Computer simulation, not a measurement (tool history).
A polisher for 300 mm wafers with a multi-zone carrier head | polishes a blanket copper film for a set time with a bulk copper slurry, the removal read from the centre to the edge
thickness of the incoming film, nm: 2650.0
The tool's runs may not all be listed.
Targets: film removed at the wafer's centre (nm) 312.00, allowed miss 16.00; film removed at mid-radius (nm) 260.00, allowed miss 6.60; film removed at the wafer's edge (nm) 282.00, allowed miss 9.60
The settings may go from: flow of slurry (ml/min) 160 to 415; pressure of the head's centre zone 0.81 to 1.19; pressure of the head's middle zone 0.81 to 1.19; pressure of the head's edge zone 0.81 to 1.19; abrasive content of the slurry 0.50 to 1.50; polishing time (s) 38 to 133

run,hour,flow of slurry (ml/min),pressure of the head's centre zone,pressure of the head's middle zone,pressure of the head's edge zone,abrasive content of the slurry,polishing time (s),film removed at the wafer's centre (nm),film removed at mid-radius (nm),film removed at the wafer's edge (nm)
1,0.0,265,1.00,1.00,1.00,1.00,85,590.19,576.61,631.39
2,8.5,265,0.97,1.00,1.00,1.00,85,577.76,579.62,632.34
3,15.1,235,1.00,0.97,0.94,0.85,71,488.20,455.57,481.65
4,24.0,235,1.00,0.97,0.94,1.00,71,492.47,473.89,500.63
5,28.0,300,1.00,0.97,0.94,1.00,71,513.85,478.00,510.74
6,36.5,300,1.00,0.97,0.94,1.15,71,525.37,488.05,524.85
7,42.9,285,0.99,0.93,0.91,1.00,61,414.90,396.24,423.79
8,49.1,285,1.01,0.90,0.89,0.90,56,393.16,348.18,385.96
9,51.4,280,1.02,0.89,0.87,0.80,52,364.31,315.84,340.40
# hour 58.8: edge zone pressure recalibrated
10,58.8,280,1.01,0.87,0.85,0.70,51,344.32,295.67,328.70
11,65.2,280,1.02,0.87,0.84,0.65,49,338.04,280.88,305.09
12,68.1,280,1.01,0.87,0.83,0.60,49,324.77,273.90,292.55
13,72.0,280,1.01,0.86,0.83,0.60,49,316.28,274.77,293.63
14,74.1,280,1.02,0.85,0.82,0.60,49,326.28,275.11,298.83
15,78.5,280,1.02,0.85,0.82,0.55,49,334.46,267.09,288.23

Which of these 4 next moves meets every target?
A,82.9,315,1.09,0.81,0.84,0.55,48,?,?,?
B,82.9,310,0.93,0.81,0.99,0.70,46,?,?,?
C,82.9,225,1.01,0.85,0.81,0.50,49,?,?,?
D,82.9,295,1.13,0.83,0.81,0.50,50,?,?,?

move,film removed at the wafer's centre (nm),film removed at mid-radius (nm),film removed at the wafer's edge (nm)
A,341.07,257.42,292.21
B,287.62,254.93,312.10
C,309.23,262.99,284.03
D,361.99,268.83,294.73
A: further off than the last run
B: takes the result that was furthest off past its target
C: meets every target
D: further off than the last run
Move C is the one to make.
